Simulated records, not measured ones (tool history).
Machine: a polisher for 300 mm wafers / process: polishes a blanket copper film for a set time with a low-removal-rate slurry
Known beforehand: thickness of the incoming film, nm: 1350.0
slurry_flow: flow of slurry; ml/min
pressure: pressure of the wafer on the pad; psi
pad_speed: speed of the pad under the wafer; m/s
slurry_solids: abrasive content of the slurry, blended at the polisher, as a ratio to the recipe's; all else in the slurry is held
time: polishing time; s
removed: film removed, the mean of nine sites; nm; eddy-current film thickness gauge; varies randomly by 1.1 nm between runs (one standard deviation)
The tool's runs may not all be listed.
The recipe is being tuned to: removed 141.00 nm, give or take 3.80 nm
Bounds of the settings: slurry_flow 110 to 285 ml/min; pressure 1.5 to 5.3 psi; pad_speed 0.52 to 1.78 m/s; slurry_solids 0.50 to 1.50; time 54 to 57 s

run 1 hour=0.0 | slurry_flow=180 pressure=3.4 pad_speed=1.14 slurry_solids=1.00 time=54 | removed=167.92
run 2 hour=2.0 | slurry_flow=180 pressure=4.0 pad_speed=1.14 slurry_solids=1.00 time=54 | removed=195.97
run 3 hour=6.1 | slurry_flow=175 pressure=3.7 pad_speed=1.14 slurry_solids=1.00 time=54 | removed=184.44
run 4 hour=7.3 | slurry_flow=175 pressure=4.2 pad_speed=1.14 slurry_solids=1.00 time=54 | removed=207.38
run 5 hour=14.7 | slurry_flow=175 pressure=3.9 pad_speed=1.14 slurry_solids=1.00 time=54 | removed=192.44
run 6 hour=16.0 | slurry_flow=130 pressure=3.9 pad_speed=1.14 slurry_solids=1.00 time=54 | removed=180.20
run 7 hour=22.9 | slurry_flow=125 pressure=3.7 pad_speed=1.14 slurry_solids=1.00 time=54 | removed=170.55
run 8 hour=24.1 | slurry_flow=125 pressure=3.6 pad_speed=1.14 slurry_solids=1.00 time=54 | removed=167.16
run 9 hour=26.6 | slurry_flow=125 pressure=3.5 pad_speed=1.14 slurry_solids=1.00 time=54 | removed=160.98

Consider the 5 candidate settings below. Which is the only one whose results all fall within their allowed miss of target?
run A hour=29.1 | slurry_flow=125 pressure=3.3 pad_speed=1.38 slurry_solids=0.70 time=54 | removed=?
run B hour=29.1 | slurry_flow=110 pressure=3.0 pad_speed=1.16 slurry_solids=0.85 time=54 | removed=?
run C hour=29.1 | slurry_flow=110 pressure=3.1 pad_speed=1.10 slurry_solids=1.10 time=56 | removed=?
run D hour=29.1 | slurry_flow=110 pressure=3.9 pad_speed=1.26 slurry_solids=0.95 time=55 | removed=?
run E hour=29.1 | slurry_flow=145 pressure=3.7 pad_speed=1.14 slurry_solids=1.15 time=57 | removed=?

move=A removed=175.99
move=B removed=134.14
move=C removed=140.90
move=D removed=193.57
move=E removed=189.14
A: moves away from the targets compared with the last run
B: the result that was furthest off in the last run now lies on the other side of its target
C: every result lands within tolerance
D: moves away from the targets compared with the last run
E: moves away from the targets compared with the last run
Go with C: it meets all targets.
